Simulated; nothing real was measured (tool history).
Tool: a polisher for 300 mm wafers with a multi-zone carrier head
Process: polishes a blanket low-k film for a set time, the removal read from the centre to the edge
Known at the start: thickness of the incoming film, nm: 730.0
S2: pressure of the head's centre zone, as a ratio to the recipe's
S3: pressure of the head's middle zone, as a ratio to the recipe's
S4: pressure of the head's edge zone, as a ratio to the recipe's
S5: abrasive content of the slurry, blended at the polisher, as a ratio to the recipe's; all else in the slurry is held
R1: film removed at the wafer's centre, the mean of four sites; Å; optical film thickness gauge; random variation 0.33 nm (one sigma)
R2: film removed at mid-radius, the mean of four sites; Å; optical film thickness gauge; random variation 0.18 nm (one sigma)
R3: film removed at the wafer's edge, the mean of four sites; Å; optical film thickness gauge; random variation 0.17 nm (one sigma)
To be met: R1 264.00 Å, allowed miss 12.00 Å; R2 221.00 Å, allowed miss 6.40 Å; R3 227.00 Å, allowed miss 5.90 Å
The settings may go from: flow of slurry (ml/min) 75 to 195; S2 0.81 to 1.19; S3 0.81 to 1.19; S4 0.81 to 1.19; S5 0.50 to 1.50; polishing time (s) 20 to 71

Run 1, hour 0.0: flow of slurry (ml/min) 125, S2 1.00, S3 1.00, S4 1.00, S5 1.00, polishing time (s) 45. Result: R1 181.23 Å, R2 177.39 Å, R3 176.74 Å.
Run 2, hour 7.4: flow of slurry (ml/min) 140, S2 1.05, S3 1.01, S4 1.05, S5 1.10, polishing time (s) 45. Result: R1 208.79 Å, R2 193.11 Å, R3 190.14 Å.
Run 3, hour 13.2: flow of slurry (ml/min) 150, S2 1.06, S3 1.00, S4 1.09, S5 1.15, polishing time (s) 45. Result: R1 215.87 Å, R2 198.63 Å, R3 198.62 Å.
Run 4, hour 19.3: flow of slurry (ml/min) 155, S2 1.08, S3 0.99, S4 1.11, S5 1.20, polishing time (s) 45. Result: R1 229.23 Å, R2 199.76 Å, R3 207.05 Å.
Run 5, hour 20.2: flow of slurry (ml/min) 155, S2 1.08, S3 0.99, S4 1.11, S5 1.30, polishing time (s) 45. Result: R1 233.18 Å, R2 206.28 Å, R3 212.28 Å.
Run 6, hour 25.1: flow of slurry (ml/min) 165, S2 1.09, S3 0.99, S4 1.12, S5 1.30, polishing time (s) 45. Result: R1 238.23 Å, R2 209.23 Å, R3 215.46 Å.
Run 7, hour 29.0: flow of slurry (ml/min) 170, S2 1.11, S3 1.00, S4 1.13, S5 1.30, polishing time (s) 45. Result: R1 244.49 Å, R2 211.10 Å, R3 216.30 Å.
Run 8, hour 35.0: flow of slurry (ml/min) 175, S2 1.12, S3 1.00, S4 1.14, S5 1.30, polishing time (s) 45. Result: R1 250.28 Å, R2 212.54 Å, R3 216.32 Å.
Run 9, hour 40.7: flow of slurry (ml/min) 180, S2 1.12, S3 1.00, S4 1.15, S5 1.30, polishing time (s) 45. Result: R1 244.74 Å, R2 210.87 Å, R3 222.13 Å.
Run 10, hour 46.0: flow of slurry (ml/min) 180, S2 1.14, S3 1.01, S4 1.15, S5 1.30, polishing time (s) 45. Result: R1 259.03 Å, R2 213.10 Å, R3 220.06 Å.
Run 11, hour 53.6: flow of slurry (ml/min) 185, S2 1.14, S3 1.02, S4 1.16, S5 1.30, polishing time (s) 45. Result: R1 254.64 Å, R2 216.90 Å, R3 220.53 Å.

Which of these 5 next moves meets every target?
Run A, hour 61.2: flow of slurry (ml/min) 195, S2 1.17, S3 1.03, S4 1.13, S5 1.45, polishing time (s) 42. Result: R1 ?, R2 ?, R3 ?.
Run B, hour 61.2: flow of slurry (ml/min) 190, S2 1.17, S3 1.02, S4 1.15, S5 1.30, polishing time (s) 44. Result: R1 ?, R2 ?, R3 ?.
Run C, hour 61.2: flow of slurry (ml/min) 195, S2 1.09, S3 1.06, S4 1.10, S5 1.20, polishing time (s) 45. Result: R1 ?, R2 ?, R3 ?.
Run D, hour 61.2: flow of slurry (ml/min) 185, S2 1.12, S3 0.91, S4 1.16, S5 1.30, polishing time (s) 47. Result: R1 ?, R2 ?, R3 ?.
Run E, hour 61.2: flow of slurry (ml/min) 190, S2 1.17, S3 1.03, S4 1.19, S5 1.40, polishing time (s) 44. Result: R1 ?, R2 ?, R3 ?.

move      R1      R2      R3
   A  256.39  214.82  216.14
   B  256.26  213.05  218.13
   C  237.20  218.75  212.03
   D  260.52  205.96  233.53
   E  263.87  221.16  228.12
A: further off than the last run
B: further off than the last run
C: further off than the last run
D: takes the result that was furthest off past its target
E: meets every target
Move E is the one to make.
